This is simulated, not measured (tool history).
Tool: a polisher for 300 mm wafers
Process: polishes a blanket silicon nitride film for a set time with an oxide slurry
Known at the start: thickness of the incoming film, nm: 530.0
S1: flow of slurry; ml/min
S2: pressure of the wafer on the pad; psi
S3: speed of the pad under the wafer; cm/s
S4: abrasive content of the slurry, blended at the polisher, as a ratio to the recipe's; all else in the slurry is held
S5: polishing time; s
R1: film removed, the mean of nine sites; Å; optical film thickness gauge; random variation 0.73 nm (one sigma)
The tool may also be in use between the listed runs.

run,hour,S1,S2,S3,S4,S5,R1
1,0.0,245,4.4,114,1.0,53,431.64
2,4.3,245,4.8,114,1.0,53,462.22
3,11.0,245,5.2,116,1.0,53,509.41
4,18.4,210,5.2,116,1.0,53,479.53
5,24.3,210,5.2,88,1.0,53,395.29
6,32.5,235,5.7,90,1.0,53,466.63

The next listed run, before its measurement:
7,38.5,235,5.7,90,1.0,53,?

Run 7 gave R1 452.28 Å.
